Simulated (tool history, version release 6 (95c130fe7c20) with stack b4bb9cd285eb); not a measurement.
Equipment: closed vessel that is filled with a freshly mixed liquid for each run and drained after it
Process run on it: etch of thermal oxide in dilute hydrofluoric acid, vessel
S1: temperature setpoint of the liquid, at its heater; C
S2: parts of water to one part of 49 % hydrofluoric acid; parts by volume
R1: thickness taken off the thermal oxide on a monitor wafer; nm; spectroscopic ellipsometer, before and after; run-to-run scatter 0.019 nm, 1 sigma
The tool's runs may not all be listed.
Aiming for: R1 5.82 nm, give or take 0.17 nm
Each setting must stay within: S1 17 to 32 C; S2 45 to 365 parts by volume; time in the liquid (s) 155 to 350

run 1 hour=0 | S1=24 S2=205 time_in_the_liquid_(s)=350 | R1=7.7201
run 2 hour=6.7 | S1=22.5 S2=205 time_in_the_liquid_(s)=350 | R1=7.3224
run 3 hour=7.4 | S1=22.5 S2=205 time_in_the_liquid_(s)=350 | R1=7.3078
run 4 hour=8.3 | S1=22.5 S2=205 time_in_the_liquid_(s)=350 | R1=7.2982
run 5 hour=9.9 | S1=22.5 S2=205 time_in_the_liquid_(s)=350 | R1=7.2945
run 6 hour=11.5 | S1=25.5 S2=205 time_in_the_liquid_(s)=350 | R1=8.1731
run 7 hour=12.1 | S1=24 S2=205 time_in_the_liquid_(s)=350 | R1=7.7392
run 8 hour=20.9 | S1=22.5 S2=205 time_in_the_liquid_(s)=350 | R1=7.3205

5 next moves are on the table. One of them brings every result within its allowed miss. Which?
run A hour=29.7 | S1=26.5 S2=175 time_in_the_liquid_(s)=350 | R1=?
run B hour=29.7 | S1=24 S2=170 time_in_the_liquid_(s)=350 | R1=?
run C hour=29.7 | S1=23 S2=165 time_in_the_liquid_(s)=200 | R1=?
run D hour=29.7 | S1=22 S2=245 time_in_the_liquid_(s)=350 | R1=?
run E hour=29.7 | S1=22.5 S2=165 time_in_the_liquid_(s)=350 | R1=?

move=A R1=10.239
move=B R1=9.6603
move=C R1=5.5059
move=D R1=5.7535
move=E R1=9.4523
A: its largest miss is bigger than the last run's
B: its largest miss is bigger than the last run's
C: moves the result that the last run missed by most past its target, out the other side
D: in spec on every target
E: its largest miss is bigger than the last run's
The right move is D.
